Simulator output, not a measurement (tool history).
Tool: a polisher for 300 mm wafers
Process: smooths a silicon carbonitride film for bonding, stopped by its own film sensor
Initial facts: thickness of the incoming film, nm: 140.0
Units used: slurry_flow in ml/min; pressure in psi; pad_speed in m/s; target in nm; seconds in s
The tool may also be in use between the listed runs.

run,hour,slurry_flow,pressure,pad_speed,slurry_solids,target,seconds
1,0,260,2.6,0.94,1,129,34.877
2,2.6,260,2.6,0.94,0.9,129,37.072
3,7.2,260,2.6,1.1,0.9,129,32.985
4,12.7,260,2.8,1.12,0.9,129,30.477
5,18.2,260,2.3,1.12,0.9,129,36.854
6,26.9,260,2.3,1,0.9,129,41.616

What does the tool deliver on the next run?
7,33.9,260,2.6,1.02,0.9,129,?

seconds: 35.961 s
